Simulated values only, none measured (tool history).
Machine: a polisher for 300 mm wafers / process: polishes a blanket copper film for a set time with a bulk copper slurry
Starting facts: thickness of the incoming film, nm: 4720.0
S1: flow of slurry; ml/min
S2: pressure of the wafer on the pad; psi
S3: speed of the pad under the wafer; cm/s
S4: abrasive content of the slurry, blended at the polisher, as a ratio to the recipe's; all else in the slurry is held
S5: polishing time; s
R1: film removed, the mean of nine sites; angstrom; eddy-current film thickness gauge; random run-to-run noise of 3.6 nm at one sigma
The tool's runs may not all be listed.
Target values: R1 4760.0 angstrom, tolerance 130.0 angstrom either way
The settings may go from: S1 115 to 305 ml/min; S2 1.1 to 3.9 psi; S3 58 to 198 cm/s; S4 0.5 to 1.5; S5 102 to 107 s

run,hour,S1,S2,S3,S4,S5,R1
1,0.0,195,2.5,128,1.0,102,10451.0
2,4.0,195,2.5,100,1.0,102,8310.1
3,7.0,165,2.5,100,1.0,102,8108.6
4,11.3,145,2.5,100,1.0,102,7807.9
5,19.1,190,2.5,100,1.0,102,8382.1
6,23.9,170,2.1,100,1.0,102,6977.3
7,28.0,160,1.8,100,1.0,102,6122.1
8,32.3,160,1.8,100,1.0,102,6073.4
9,32.9,150,1.6,100,1.0,102,5560.1
10,37.9,145,1.5,100,1.0,102,5170.3
11,45.7,135,1.5,100,1.0,102,5060.9
12,50.4,130,1.5,100,1.0,102,5033.5
13,58.0,125,1.5,100,1.0,102,4950.9
14,63.8,120,1.5,100,1.0,102,4928.4

Which of these 5 next moves meets every target?
A,69.6,165,1.2,110,0.9,106,?
B,69.6,215,1.9,76,0.9,102,?
C,69.6,125,1.8,94,0.8,102,?
D,69.6,130,1.1,110,1.1,107,?
E,69.6,120,1.1,126,1.2,105,?

move,R1
A,5140.6
B,5161.4
C,5205.1
D,4740.4
E,5250.4
A: lands further from the targets than the last run did
B: lands further from the targets than the last run did
C: lands further from the targets than the last run did
D: each result inside its tolerance
E: lands further from the targets than the last run did
The move that meets every target is D.

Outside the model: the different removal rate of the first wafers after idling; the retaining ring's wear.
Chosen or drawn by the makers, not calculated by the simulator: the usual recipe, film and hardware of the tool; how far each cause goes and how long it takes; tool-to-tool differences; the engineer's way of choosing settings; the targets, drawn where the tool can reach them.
